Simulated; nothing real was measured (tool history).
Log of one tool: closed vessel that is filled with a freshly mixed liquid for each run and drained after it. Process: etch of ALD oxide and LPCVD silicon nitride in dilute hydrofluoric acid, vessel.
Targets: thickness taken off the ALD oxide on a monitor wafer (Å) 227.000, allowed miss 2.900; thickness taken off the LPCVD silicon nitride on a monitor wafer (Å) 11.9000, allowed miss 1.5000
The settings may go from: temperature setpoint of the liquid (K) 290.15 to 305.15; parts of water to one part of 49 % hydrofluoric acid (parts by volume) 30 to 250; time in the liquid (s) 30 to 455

run    day  temperature setpoint of the liquid (K)  parts of water to one part of 49 % hydrofluoric acid (parts by volume)  time in the liquid (s)  thickness taken off the ALD oxide on a monitor wafer (Å)  thickness taken off the LPCVD silicon nitride on a monitor wafer (Å)
  1  0.000                                  297.15                                                                     140                     230                                                   180.070                                                                8.1195
  2  0.204                                  297.15                                                                     180                     230                                                   133.460                                                                6.8040
  3  0.483                                  300.65                                                                     180                     230                                                   152.060                                                                7.6996
  4  0.625                                  301.15                                                                     175                     230                                                   159.950                                                                8.0260
  5  0.829                                  301.15                                                                     175                     175                                                   121.720                                                                6.1340
  6  1.004                                  301.15                                                                     220                     175                                                    91.179                                                                5.3367
  7  1.204                                  301.65                                                                     205                     175                                                   101.580                                                                5.7693
  8  1.538                                  302.15                                                                     190                     175                                                   114.480                                                                6.2496
  9  1.771                                  302.15                                                                     190                     175                                                   113.680                                                                6.2519

Which of these 5 next moves meets every target?
  A  2.004                                  295.65                                                                      55                     100                                                         ?                                                                     ?
  B  2.004                                  304.15                                                                     180                     230                                                         ?                                                                     ?
  C  2.004                                  305.15                                                                     250                     395                                                         ?                                                                     ?
  D  2.004                                  300.65                                                                     185                     355                                                         ?                                                                     ?
  E  2.004                                  305.15                                                                     205                     360                                                         ?                                                                     ?

move  thickness taken off the ALD oxide on a monitor wafer (Å)  thickness taken off the LPCVD silicon nitride on a monitor wafer (Å)
   A                                                   206.860                                                                8.6968
   B                                                   171.330                                                               10.5910
   C                                                   200.820                                                               13.7520
   D                                                   225.980                                                               12.8560
   E                                                   235.990                                                               15.3890
A: nearer than the last run, and not there yet
B: nearer than the last run, and not there yet
C: nearer than the last run, and not there yet
D: meets every target
E: takes the result that was furthest off past its target
Answer: D
